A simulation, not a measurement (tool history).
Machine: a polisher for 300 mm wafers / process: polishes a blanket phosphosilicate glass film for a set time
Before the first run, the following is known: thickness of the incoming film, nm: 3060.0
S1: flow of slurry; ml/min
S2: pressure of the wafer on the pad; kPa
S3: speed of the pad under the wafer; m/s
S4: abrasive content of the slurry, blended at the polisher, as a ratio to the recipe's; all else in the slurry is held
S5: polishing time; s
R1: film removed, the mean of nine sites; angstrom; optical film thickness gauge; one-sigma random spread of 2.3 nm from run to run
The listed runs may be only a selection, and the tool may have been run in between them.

{"run": 1, "hour": 0.0, "S1": 130, "S2": 23.4, "S3": 1.12, "S4": 1.0, "S5": 86, "R1": 5349.3}
{"run": 2, "hour": 8.6, "S1": 125, "S2": 20.7, "S3": 1.12, "S4": 1.0, "S5": 86, "R1": 4840.9}
{"run": 3, "hour": 13.1, "S1": 125, "S2": 20.7, "S3": 0.94, "S4": 1.0, "S5": 86, "R1": 4355.8}
{"run": 4, "hour": 16.0, "S1": 120, "S2": 18.6, "S3": 0.94, "S4": 1.0, "S5": 86, "R1": 4004.8}
{"run": 5, "hour": 21.0, "S1": 115, "S2": 17.2, "S3": 0.94, "S4": 1.0, "S5": 86, "R1": 3734.8}
{"hour": 24.9, "done": "conditioning disc replaced and pad reconditioned"}
{"run": 6, "hour": 24.9, "S1": 110, "S2": 16.5, "S3": 0.94, "S4": 1.0, "S5": 86, "R1": 4621.0}

Run 7 has not been measured yet. What should we expect?
{"run": 7, "hour": 30.9, "S1": 120, "S2": 16.5, "S3": 0.94, "S4": 1.0, "S5": 86, "R1": "?"}

R1: 4787.0 angstrom

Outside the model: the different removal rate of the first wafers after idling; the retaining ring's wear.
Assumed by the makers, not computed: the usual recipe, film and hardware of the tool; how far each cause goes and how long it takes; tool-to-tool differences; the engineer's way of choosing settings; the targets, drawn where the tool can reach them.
